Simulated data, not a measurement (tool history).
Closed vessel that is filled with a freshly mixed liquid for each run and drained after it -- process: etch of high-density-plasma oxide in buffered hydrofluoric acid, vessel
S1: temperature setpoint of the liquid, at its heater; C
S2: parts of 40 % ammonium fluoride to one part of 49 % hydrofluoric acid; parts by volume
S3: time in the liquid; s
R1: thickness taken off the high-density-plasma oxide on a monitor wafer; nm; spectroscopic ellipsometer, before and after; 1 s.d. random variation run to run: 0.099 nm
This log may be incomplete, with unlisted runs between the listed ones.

Run 1, hour 0: S1 21 C, S2 22.5 parts by volume, S3 35 s. Result: R1 18.167 nm.
Run 2, hour 7.9: S1 21 C, S2 22.5 parts by volume, S3 35 s. Result: R1 18.55 nm.
Run 3, hour 15.2: S1 20.5 C, S2 22.5 parts by volume, S3 35 s. Result: R1 17.526 nm.
Run 4, hour 18.6: S1 20.5 C, S2 20 parts by volume, S3 35 s. Result: R1 19.128 nm.
Run 5, hour 27.5: S1 20.5 C, S2 20 parts by volume, S3 35 s. Result: R1 19.21 nm.
Run 6, hour 36.4: S1 20 C, S2 20 parts by volume, S3 35 s. Result: R1 18.938 nm.
Run 7, hour 44.8: S1 19.5 C, S2 20.5 parts by volume, S3 35 s. Result: R1 17.921 nm.
Run 8, hour 52.3: S1 19 C, S2 20.5 parts by volume, S3 35 s. Result: R1 17.532 nm.

Run 9 comes next. What will it give?
Run 9, hour 61.3: S1 18.5 C, S2 20.5 parts by volume, S3 35 s. Result: R1 ?.

R1: 16.913 nm
